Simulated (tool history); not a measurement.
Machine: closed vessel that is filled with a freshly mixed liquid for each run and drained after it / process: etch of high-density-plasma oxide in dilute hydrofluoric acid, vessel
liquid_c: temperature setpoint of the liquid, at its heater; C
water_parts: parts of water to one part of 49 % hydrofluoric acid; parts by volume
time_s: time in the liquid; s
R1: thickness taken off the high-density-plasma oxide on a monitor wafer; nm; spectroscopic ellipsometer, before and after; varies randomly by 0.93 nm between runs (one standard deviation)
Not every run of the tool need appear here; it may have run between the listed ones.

Run 1, hour 0: liquid_c 23 C, water_parts 250 parts by volume, time_s 2970 s. Result: R1 57.102 nm.
Run 2, hour 3.1: liquid_c 23 C, water_parts 215 parts by volume, time_s 2970 s. Result: R1 68.446 nm.
Run 3, hour 6.8: liquid_c 23 C, water_parts 140 parts by volume, time_s 2970 s. Result: R1 113.45 nm.
Run 4, hour 14.8: liquid_c 25.5 C, water_parts 135 parts by volume, time_s 2970 s. Result: R1 132.52 nm.
Run 5, hour 17.7: liquid_c 25.5 C, water_parts 135 parts by volume, time_s 2970 s. Result: R1 132.76 nm.
Run 6, hour 20: liquid_c 26.5 C, water_parts 135 parts by volume, time_s 2970 s. Result: R1 138.09 nm.
Run 7, hour 27.1: liquid_c 27.5 C, water_parts 135 parts by volume, time_s 2970 s. Result: R1 142.41 nm.
Run 8, hour 34.9: liquid_c 28.5 C, water_parts 135 parts by volume, time_s 2970 s. Result: R1 147.92 nm.
Run 9, hour 42.4: liquid_c 29 C, water_parts 135 parts by volume, time_s 2970 s. Result: R1 149.42 nm.
Run 10, hour 47.5: liquid_c 29.5 C, water_parts 135 parts by volume, time_s 2970 s. Result: R1 152.66 nm.
Run 11, hour 55.2: liquid_c 29.5 C, water_parts 135 parts by volume, time_s 2970 s. Result: R1 153.85 nm.

Expected results for the next run?
Run 12, hour 57.3: liquid_c 30 C, water_parts 135 parts by volume, time_s 2970 s. Result: R1 ?.

Logged for run 12: R1 155.24 nm.

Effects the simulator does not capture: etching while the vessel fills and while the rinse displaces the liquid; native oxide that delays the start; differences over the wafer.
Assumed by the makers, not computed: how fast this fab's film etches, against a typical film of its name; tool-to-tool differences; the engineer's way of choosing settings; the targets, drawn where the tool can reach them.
